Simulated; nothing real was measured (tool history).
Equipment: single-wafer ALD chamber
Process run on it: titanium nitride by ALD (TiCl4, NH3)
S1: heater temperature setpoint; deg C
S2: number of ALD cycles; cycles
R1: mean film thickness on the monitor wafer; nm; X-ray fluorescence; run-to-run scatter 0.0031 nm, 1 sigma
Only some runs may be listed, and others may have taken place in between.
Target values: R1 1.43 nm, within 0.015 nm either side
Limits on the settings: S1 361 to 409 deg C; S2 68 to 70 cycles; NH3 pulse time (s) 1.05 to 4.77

run 1 hour=0 | S1=385 S2=68 NH3_pulse_time_(s)=2.91 | R1=1.5604
run 2 hour=3.4 | S1=385 S2=70 NH3_pulse_time_(s)=2.91 | R1=1.6037
run 3 hour=11.2 | S1=385 S2=68 NH3_pulse_time_(s)=2.91 | R1=1.5552
run 4 hour=14.1 | S1=379 S2=68 NH3_pulse_time_(s)=2.47 | R1=1.532
run 5 hour=15.8 | S1=375 S2=68 NH3_pulse_time_(s)=2.13 | R1=1.505
run 6 hour=23.2 | S1=375 S2=68 NH3_pulse_time_(s)=1.42 | R1=1.3807
run 7 hour=24 | S1=373 S2=68 NH3_pulse_time_(s)=1.42 | R1=1.3751
run 8 hour=29 | S1=373 S2=68 NH3_pulse_time_(s)=1.42 | R1=1.3722
run 9 hour=32.1 | S1=373 S2=68 NH3_pulse_time_(s)=1.44 | R1=1.3864

5 candidate next runs follow, results not yet known. Just one meets every target within its allowed miss. Identify it.
run A hour=35.2 | S1=373 S2=68 NH3_pulse_time_(s)=1.36 | R1=?
run B hour=35.2 | S1=377 S2=68 NH3_pulse_time_(s)=1.58 | R1=?
run C hour=35.2 | S1=374 S2=68 NH3_pulse_time_(s)=1.4 | R1=?
run D hour=35.2 | S1=378 S2=70 NH3_pulse_time_(s)=1.5 | R1=?
run E hour=35.2 | S1=374 S2=68 NH3_pulse_time_(s)=1.35 | R1=?

move=A R1=1.3502
move=B R1=1.4324
move=C R1=1.3712
move=D R1=1.4578
move=E R1=1.3506
A: its largest miss is bigger than the last run's
B: all results in spec
C: its largest miss is bigger than the last run's
D: pushes the last run's worst result past its target
E: its largest miss is bigger than the last run's
The right move is B.
